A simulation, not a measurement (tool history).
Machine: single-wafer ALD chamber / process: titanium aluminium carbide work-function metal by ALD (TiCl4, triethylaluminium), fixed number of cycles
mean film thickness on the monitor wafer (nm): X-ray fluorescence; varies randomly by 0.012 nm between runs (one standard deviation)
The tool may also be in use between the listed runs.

run  hour  heater temperature setpoint (deg C)  triethylaluminium pulse time (s)  mean film thickness on the monitor wafer (nm)
  1     0                                  290                              7.48                                         1.7556
  2   3.5                                  294                              7.48                                         1.7847
  3   6.2                                  297                              8.08                                          1.882
  4   8.5                                  297                              6.27                                         1.6805
  5  15.7                                  288                              6.27                                         1.5992
  6  17.7                                  291                              6.75                                         1.6737
  7  20.6                                  294                              7.16                                         1.7805
  8  22.1                                  297                              7.36                                         1.8202
  9  23.2                                  299                              7.53                                          1.842

Estimate the outcome of run 10 from the log above:
 10  28.5                                  301                              7.77                                              ?

{"run 10": {"mean film thickness on the monitor wafer (nm)": 1.8762}}

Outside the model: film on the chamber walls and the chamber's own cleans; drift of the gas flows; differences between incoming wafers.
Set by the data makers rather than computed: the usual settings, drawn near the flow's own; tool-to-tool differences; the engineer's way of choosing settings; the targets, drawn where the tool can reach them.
